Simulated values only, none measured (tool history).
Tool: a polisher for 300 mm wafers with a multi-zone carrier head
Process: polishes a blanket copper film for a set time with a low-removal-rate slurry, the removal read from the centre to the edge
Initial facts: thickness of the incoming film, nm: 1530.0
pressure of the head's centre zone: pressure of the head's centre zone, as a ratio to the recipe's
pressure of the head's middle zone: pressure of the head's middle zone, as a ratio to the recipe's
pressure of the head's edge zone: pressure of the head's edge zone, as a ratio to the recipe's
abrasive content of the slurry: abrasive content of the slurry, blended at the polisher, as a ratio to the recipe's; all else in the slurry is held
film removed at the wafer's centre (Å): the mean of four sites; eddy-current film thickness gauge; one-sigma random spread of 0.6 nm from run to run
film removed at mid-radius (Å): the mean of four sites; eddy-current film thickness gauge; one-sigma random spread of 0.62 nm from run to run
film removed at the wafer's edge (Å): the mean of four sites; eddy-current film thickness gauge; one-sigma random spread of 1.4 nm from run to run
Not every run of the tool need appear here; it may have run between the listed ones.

| run | day | flow of slurry (ml/min) | pressure of the head's centre zone | pressure of the head's middle zone | pressure of the head's edge zone | abrasive content of the slurry | polishing time (s) | film removed at the wafer's centre (Å) | film removed at mid-radius (Å) | film removed at the wafer's edge (Å) |
|---|---|---|---|---|---|---|---|---|---|---|
| 1 | 0.000 | 185 | 1.00 | 1.00 | 1.00 | 1.00 | 48 | 1196.8 | 1180.80 | 1200.4 |
| 2 | 0.283 | 175 | 0.97 | 0.99 | 0.99 | 0.95 | 48 | 1137.7 | 1158.50 | 1167.4 |
| 3 | 0.575 | 175 | 0.97 | 0.99 | 1.06 | 0.95 | 48 | 1131.1 | 1131.00 | 1225.7 |
| 4 | 0.704 | 175 | 0.97 | 0.91 | 1.06 | 0.95 | 48 | 1128.7 | 1072.20 | 1172.3 |
| 5 | 1.067 | 170 | 0.95 | 0.90 | 1.05 | 0.95 | 48 | 1103.0 | 1071.00 | 1191.9 |
| 6 | 1.308 | 170 | 0.95 | 0.90 | 1.05 | 0.75 | 48 | 1031.4 | 1001.50 | 1124.6 |

The next listed run, before its measurement:
| 7 | 1.546 | 165 | 0.94 | 0.90 | 1.04 | 0.75 | 48 | ? | ? | ? |

{"run 7": {"film removed at the wafer's centre (Å)": 1015.3, "film removed at mid-radius (Å)": 996.66, "film removed at the wafer's edge (Å)": 1126.3}}
